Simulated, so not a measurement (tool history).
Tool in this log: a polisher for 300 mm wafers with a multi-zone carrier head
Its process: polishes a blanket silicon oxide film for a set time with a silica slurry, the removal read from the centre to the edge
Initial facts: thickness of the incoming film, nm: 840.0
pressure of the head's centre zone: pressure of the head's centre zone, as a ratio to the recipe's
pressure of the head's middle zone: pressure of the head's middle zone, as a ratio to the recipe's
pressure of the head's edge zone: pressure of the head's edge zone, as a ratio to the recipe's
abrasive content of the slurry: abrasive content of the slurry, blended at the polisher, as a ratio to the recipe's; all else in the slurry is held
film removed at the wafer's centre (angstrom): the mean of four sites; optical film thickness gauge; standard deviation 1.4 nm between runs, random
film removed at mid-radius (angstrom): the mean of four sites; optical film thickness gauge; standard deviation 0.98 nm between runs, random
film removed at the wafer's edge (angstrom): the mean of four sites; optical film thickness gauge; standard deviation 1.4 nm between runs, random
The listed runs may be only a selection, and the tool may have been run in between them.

run,hour,flow of slurry (ml/min),pressure of the head's centre zone,pressure of the head's middle zone,pressure of the head's edge zone,abrasive content of the slurry,polishing time (s),film removed at the wafer's centre (angstrom),film removed at mid-radius (angstrom),film removed at the wafer's edge (angstrom)
1,0,225,1,1,1,1,73,2536,2589.4,2385.5
2,6,225,1,1,1.05,1,73,2586.8,2561.6,2451.8
3,14.7,205,1,1,1.05,1,73,2531.1,2565.8,2415.7
4,16.2,205,1,1,1.05,1,63,2203.6,2204.5,2112.2
5,23.9,210,1.03,0.96,1.02,0.85,57,1903.9,1777,1720.2
# hour 25: edge zone pressure recalibrated
6,25,210,1.03,0.96,1.02,0.85,72,2370.1,2262.8,2297.6
7,30.9,235,1.05,0.94,0.99,0.75,64,2010.1,1891.2,1889
8,37.3,225,1.08,0.91,0.95,0.65,60,1796.5,1547.1,1605.2

For run 9, what comes out?
9,40.9,210,1.08,0.9,0.91,0.6,59,?,?,?

Logged for run 9: film removed at the wafer's centre (angstrom) 1635.4, film removed at mid-radius (angstrom) 1437.4, film removed at the wafer's edge (angstrom) 1468.1.
